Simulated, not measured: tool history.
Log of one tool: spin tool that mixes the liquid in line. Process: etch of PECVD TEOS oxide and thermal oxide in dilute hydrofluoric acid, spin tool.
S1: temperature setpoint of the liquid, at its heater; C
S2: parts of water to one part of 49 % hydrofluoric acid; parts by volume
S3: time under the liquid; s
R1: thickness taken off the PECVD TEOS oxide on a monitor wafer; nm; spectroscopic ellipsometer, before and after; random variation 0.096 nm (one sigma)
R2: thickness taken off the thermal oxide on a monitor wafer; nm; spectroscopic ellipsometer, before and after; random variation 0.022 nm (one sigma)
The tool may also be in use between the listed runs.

run	day	S1	S2	S3	R1	R2
1	0	24	180	180	17.198	4.0554
2	0.283	21.5	180	180	15.659	3.6538
3	0.575	21.5	235	180	11.364	2.6623
4	0.6	21.5	275	180	9.3569	2.2127
5	0.704	23	275	180	9.9107	2.3075
6	0.792	24	275	180	10.203	2.4089
7	1.054	25	275	180	10.618	2.5045

The next listed run, before its measurement:
8	1.354	25.5	275	180	?	?

{"run 8": {"R1": 10.823, "R2": 2.4911}}
